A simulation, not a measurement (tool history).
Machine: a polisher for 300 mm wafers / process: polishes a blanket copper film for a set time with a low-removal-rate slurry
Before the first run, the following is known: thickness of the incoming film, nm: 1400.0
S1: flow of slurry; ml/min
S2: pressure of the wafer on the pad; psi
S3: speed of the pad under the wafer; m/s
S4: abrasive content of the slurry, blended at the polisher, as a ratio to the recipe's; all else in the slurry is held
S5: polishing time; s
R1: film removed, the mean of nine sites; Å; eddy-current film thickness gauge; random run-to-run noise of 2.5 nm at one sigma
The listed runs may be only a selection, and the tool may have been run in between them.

| run | hour | S1 | S2 | S3 | S4 | S5 | R1 |
|---|---|---|---|---|---|---|---|
| 1 | 0.0 | 145 | 3.0 | 0.98 | 1.0 | 94 | 3099.0 |
| 2 | 7.3 | 145 | 3.5 | 0.98 | 1.0 | 94 | 3635.1 |
| 3 | 16.3 | 140 | 3.2 | 0.98 | 1.0 | 94 | 3253.6 |
| 4 | 20.5 | 130 | 3.0 | 0.98 | 1.0 | 94 | 3054.0 |
| 5 | 25.8 | 130 | 3.0 | 0.98 | 1.0 | 99 | 3187.8 |
| 6 | 32.8 | 125 | 2.8 | 0.98 | 1.0 | 99 | 2987.4 |
| 7 | 39.7 | 120 | 2.7 | 0.98 | 1.0 | 99 | 2820.9 |
| 8 | 47.4 | 115 | 2.7 | 0.98 | 1.0 | 99 | 2754.7 |

What does the tool deliver on the next run?
| 9 | 50.1 | 110 | 2.7 | 0.98 | 1.0 | 99 | ? |

R1: 2830.0 Å

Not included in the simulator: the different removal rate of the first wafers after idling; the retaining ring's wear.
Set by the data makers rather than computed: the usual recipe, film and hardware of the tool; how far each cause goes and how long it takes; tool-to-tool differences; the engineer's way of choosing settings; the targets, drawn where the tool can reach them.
